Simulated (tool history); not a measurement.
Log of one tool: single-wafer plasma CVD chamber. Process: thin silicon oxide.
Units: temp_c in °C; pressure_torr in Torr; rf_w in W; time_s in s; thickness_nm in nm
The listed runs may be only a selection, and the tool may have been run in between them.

run 1 day=0.000 | temp_c=405 pressure_torr=0.592 rf_w=310 time_s=7.62 | thickness_nm=9.5127
run 2 day=0.133 | temp_c=395 pressure_torr=0.592 rf_w=310 time_s=7.62 | thickness_nm=9.5237
run 3 day=0.408 | temp_c=406 pressure_torr=0.592 rf_w=310 time_s=7.62 | thickness_nm=9.4041
run 4 day=0.675 | temp_c=416 pressure_torr=0.592 rf_w=310 time_s=7.62 | thickness_nm=9.4003
run 5 day=0.721 | temp_c=416 pressure_torr=0.575 rf_w=310 time_s=7.62 | thickness_nm=9.1689
run 6 day=1.096 | temp_c=416 pressure_torr=0.479 rf_w=310 time_s=7.62 | thickness_nm=7.6293
run 7 day=1.183 | temp_c=416 pressure_torr=0.491 rf_w=310 time_s=7.62 | thickness_nm=7.8082

Estimate the outcome of run 8 from the log above:
run 8 day=1.475 | temp_c=416 pressure_torr=0.500 rf_w=310 time_s=7.62 | thickness_nm=?

thickness_nm: 7.9463 nm
